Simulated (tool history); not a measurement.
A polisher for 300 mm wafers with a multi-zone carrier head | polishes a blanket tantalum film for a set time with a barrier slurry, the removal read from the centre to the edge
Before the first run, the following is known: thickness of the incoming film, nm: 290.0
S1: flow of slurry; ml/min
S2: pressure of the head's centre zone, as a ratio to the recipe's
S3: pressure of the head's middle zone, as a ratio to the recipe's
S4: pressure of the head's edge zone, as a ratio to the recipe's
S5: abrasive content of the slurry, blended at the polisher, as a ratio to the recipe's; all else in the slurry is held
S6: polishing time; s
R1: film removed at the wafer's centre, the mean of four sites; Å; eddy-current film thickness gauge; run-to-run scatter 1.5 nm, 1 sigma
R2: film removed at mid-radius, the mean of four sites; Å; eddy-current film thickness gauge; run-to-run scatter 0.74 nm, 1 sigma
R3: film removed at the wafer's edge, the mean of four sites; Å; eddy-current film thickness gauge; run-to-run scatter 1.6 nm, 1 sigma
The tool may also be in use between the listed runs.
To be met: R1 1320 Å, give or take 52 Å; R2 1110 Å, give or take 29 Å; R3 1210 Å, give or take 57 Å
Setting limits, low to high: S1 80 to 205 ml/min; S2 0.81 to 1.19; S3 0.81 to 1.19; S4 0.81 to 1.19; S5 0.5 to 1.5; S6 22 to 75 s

Run 1, hour 0: S1 135 ml/min, S2 1, S3 1, S4 1, S5 1, S6 48 s. Result: R1 957.22 Å, R2 948.46 Å, R3 952.28 Å.
Run 2, hour 2.6: S1 140 ml/min, S2 1.02, S3 1, S4 1.02, S5 1.05, S6 48 s. Result: R1 988.39 Å, R2 973.54 Å, R3 982.82 Å.
Run 3, hour 4.7: S1 145 ml/min, S2 1.04, S3 0.99, S4 1.04, S5 1.1, S6 48 s. Result: R1 1036.8 Å, R2 961.78 Å, R3 1001.9 Å.
Run 4, hour 7: S1 145 ml/min, S2 1.04, S3 0.99, S4 1.04, S5 0.9, S6 48 s. Result: R1 963.85 Å, R2 910.95 Å, R3 959.03 Å.
Run 5, hour 9.2: S1 150 ml/min, S2 1.06, S3 1, S4 1.06, S5 0.95, S6 48 s. Result: R1 1011.7 Å, R2 939.65 Å, R3 1005.9 Å.
Run 6, hour 14.6: S1 155 ml/min, S2 1.08, S3 1.01, S4 1.07, S5 1, S6 48 s. Result: R1 1053.4 Å, R2 972.75 Å, R3 1019.2 Å.
Run 7, hour 23.1: S1 160 ml/min, S2 1.09, S3 1.01, S4 1.09, S5 1.05, S6 48 s. Result: R1 1104.8 Å, R2 986.93 Å, R3 1041.9 Å.
Run 8, hour 31.4: S1 160 ml/min, S2 1.1, S3 1.01, S4 1.1, S5 1.1, S6 48 s. Result: R1 1099.6 Å, R2 1005.1 Å, R3 1037.9 Å.
Run 9, hour 39.5: S1 165 ml/min, S2 1.11, S3 1, S4 1.11, S5 1.1, S6 49 s. Result: R1 1152.9 Å, R2 1023.6 Å, R3 1077.6 Å.
Run 10, hour 42.3: S1 170 ml/min, S2 1.12, S3 1, S4 1.12, S5 1.1, S6 49 s. Result: R1 1143.6 Å, R2 1030.9 Å, R3 1090.8 Å.
Run 11, hour 46.9: S1 170 ml/min, S2 1.13, S3 0.99, S4 1.13, S5 1.15, S6 49 s. Result: R1 1183.9 Å, R2 1040.2 Å, R3 1128.1 Å.
Run 12, hour 47.5: S1 175 ml/min, S2 1.14, S3 0.99, S4 1.13, S5 1.15, S6 49 s. Result: R1 1224.4 Å, R2 1038.2 Å, R3 1104.5 Å.
Run 13, hour 55.7: S1 175 ml/min, S2 1.14, S3 0.99, S4 1.14, S5 1.15, S6 49 s. Result: R1 1227.6 Å, R2 1046.7 Å, R3 1125 Å.
Run 14, hour 61.4: S1 175 ml/min, S2 1.14, S3 0.99, S4 1.15, S5 1.15, S6 49 s. Result: R1 1223.5 Å, R2 1046.7 Å, R3 1129.2 Å.
Run 15, hour 68: S1 175 ml/min, S2 1.14, S3 0.99, S4 1.16, S5 1.15, S6 49 s. Result: R1 1188.9 Å, R2 1044.6 Å, R3 1146.1 Å.
Run 16, hour 69.4: S1 180 ml/min, S2 1.15, S3 0.99, S4 1.16, S5 1.15, S6 49 s. Result: R1 1207.8 Å, R2 1033.8 Å, R3 1164.6 Å.

Next run, 4 choices. One meets every target within its allowed miss, the rest don't. Which?
Run A, hour 70.8: S1 205 ml/min, S2 1, S3 1.05, S4 1.19, S5 0.9, S6 51 s. Result: R1 ?, R2 ?, R3 ?.
Run B, hour 70.8: S1 190 ml/min, S2 1.13, S3 1.01, S4 1.06, S5 1, S6 50 s. Result: R1 ?, R2 ?, R3 ?.
Run C, hour 70.8: S1 205 ml/min, S2 1.14, S3 0.97, S4 1.12, S5 1.3, S6 50 s. Result: R1 ?, R2 ?, R3 ?.
Run D, hour 70.8: S1 190 ml/min, S2 1.15, S3 0.93, S4 1.16, S5 1.25, S6 50 s. Result: R1 ?, R2 ?, R3 ?.

move      R1      R2      R3
   A  1085.9  1088.5  1133.6
   B    1217  1051.2  1071.3
   C  1332.2    1101  1190.2
   D  1311.6  1039.6  1190.3
A: puts the biggest miss on target and leaves a different result outside tolerance
B: gains on the last run, yet a result remains outside its allowed miss
C: meets every target
D: gains on the last run, yet a result remains outside its allowed miss
C is the move that brings every result within its allowed miss.
